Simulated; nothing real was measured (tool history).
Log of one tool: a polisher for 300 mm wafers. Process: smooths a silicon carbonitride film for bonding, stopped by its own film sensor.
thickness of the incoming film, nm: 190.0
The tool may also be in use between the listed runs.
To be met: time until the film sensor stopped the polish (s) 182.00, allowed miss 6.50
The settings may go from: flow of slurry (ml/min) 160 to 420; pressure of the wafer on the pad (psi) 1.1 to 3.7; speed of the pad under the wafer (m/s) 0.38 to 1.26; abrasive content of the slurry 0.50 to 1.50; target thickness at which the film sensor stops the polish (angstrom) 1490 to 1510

run  hour  flow of slurry (ml/min)  pressure of the wafer on the pad (psi)  speed of the pad under the wafer (m/s)  abrasive content of the slurry  target thickness at which the film sensor stops the polish (angstrom)  time until the film sensor stopped the polish (s)
  1   0.0                      270                                     2.4                                    0.82                            1.00                                                                   1510                                             152.25
  2   0.8                      270                                     2.4                                    0.82                            1.00                                                                   1510                                             153.86
  3   4.0                      270                                     2.4                                    1.00                            1.00                                                                   1510                                             132.41
  4  10.7                      270                                     2.3                                    1.00                            1.00                                                                   1510                                             138.30
  5  12.0                      270                                     2.3                                    1.00                            1.15                                                                   1510                                             125.25
  6  19.5                      270                                     2.3                                    1.00                            0.95                                                                   1510                                             141.98
  7  25.7                      270                                     2.2                                    1.00                            0.95                                                                   1510                                             148.78
  8  28.7                      270                                     2.1                                    1.00                            0.95                                                                   1510                                             152.02
  9  31.6                      270                                     2.0                                    1.00                            0.95                                                                   1510                                             162.68

Which of these 5 next moves meets every target?
  A  34.5                      345                                     1.6                                    1.20                            1.30                                                                   1510                                                  ?
  B  34.5                      250                                     1.7                                    0.80                            1.35                                                                   1490                                                  ?
  C  34.5                      240                                     2.0                                    0.86                            0.95                                                                   1510                                                  ?
  D  34.5                      240                                     1.8                                    1.16                            1.00                                                                   1500                                                  ?
  E  34.5                      250                                     2.0                                    1.06                            0.90                                                                   1510                                                  ?

move  time until the film sensor stopped the polish (s)
   A                                             141.14
   B                                             196.24
   C                                             184.22
   D                                             158.72
   E                                             160.95
A: further off than the last run
B: takes the result that was furthest off past its target
C: meets every target
D: further off than the last run
E: further off than the last run
Move C is the one to make.

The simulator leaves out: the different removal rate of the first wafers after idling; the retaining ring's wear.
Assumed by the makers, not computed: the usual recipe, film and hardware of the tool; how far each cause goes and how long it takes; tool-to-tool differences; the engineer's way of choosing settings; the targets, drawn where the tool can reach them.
